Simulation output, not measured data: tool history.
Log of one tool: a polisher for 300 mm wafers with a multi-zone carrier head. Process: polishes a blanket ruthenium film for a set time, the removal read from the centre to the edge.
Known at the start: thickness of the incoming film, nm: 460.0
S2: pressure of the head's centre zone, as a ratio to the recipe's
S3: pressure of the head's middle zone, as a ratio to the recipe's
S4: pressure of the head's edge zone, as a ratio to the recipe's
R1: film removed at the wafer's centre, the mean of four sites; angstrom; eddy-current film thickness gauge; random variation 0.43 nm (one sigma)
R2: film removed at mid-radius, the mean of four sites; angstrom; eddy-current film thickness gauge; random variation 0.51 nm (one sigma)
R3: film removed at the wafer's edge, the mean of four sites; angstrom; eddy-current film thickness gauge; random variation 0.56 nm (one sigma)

{"run": 1, "hour": 0.0, "flow of slurry (ml/min)": 260, "S2": 1, "S3": 1, "S4": 1, "polishing time (s)": 44, "R1": 764.46, "R2": 772.05, "R3": 773.37}
{"run": 2, "hour": 2.4, "flow of slurry (ml/min)": 260, "S2": 1, "S3": 1, "S4": 1.04, "polishing time (s)": 44, "R1": 767.16, "R2": 773.94, "R3": 781.26}
{"run": 3, "hour": 9.7, "flow of slurry (ml/min)": 250, "S2": 0.99, "S3": 1.01, "S4": 0.99, "polishing time (s)": 44, "R1": 754.32, "R2": 766.8, "R3": 765.04}
{"run": 4, "hour": 13.6, "flow of slurry (ml/min)": 240, "S2": 0.98, "S3": 1.03, "S4": 0.95, "polishing time (s)": 44, "R1": 758.87, "R2": 797.94, "R3": 743.12}
{"run": 5, "hour": 15.3, "flow of slurry (ml/min)": 230, "S2": 0.96, "S3": 1.02, "S4": 0.94, "polishing time (s)": 44, "R1": 732.17, "R2": 792.2, "R3": 740.73}
{"run": 6, "hour": 19.3, "flow of slurry (ml/min)": 225, "S2": 0.96, "S3": 1.01, "S4": 0.92, "polishing time (s)": 44, "R1": 730.9, "R2": 777.83, "R3": 722.69}

Forecast run 7:
{"run": 7, "hour": 23.3, "flow of slurry (ml/min)": 215, "S2": 0.95, "S3": 1.01, "S4": 0.91, "polishing time (s)": 44, "R1": "?", "R2": "?", "R3": "?"}

{"run 7": {"R1": 716.24, "R2": 768.21, "R3": 716.94}}
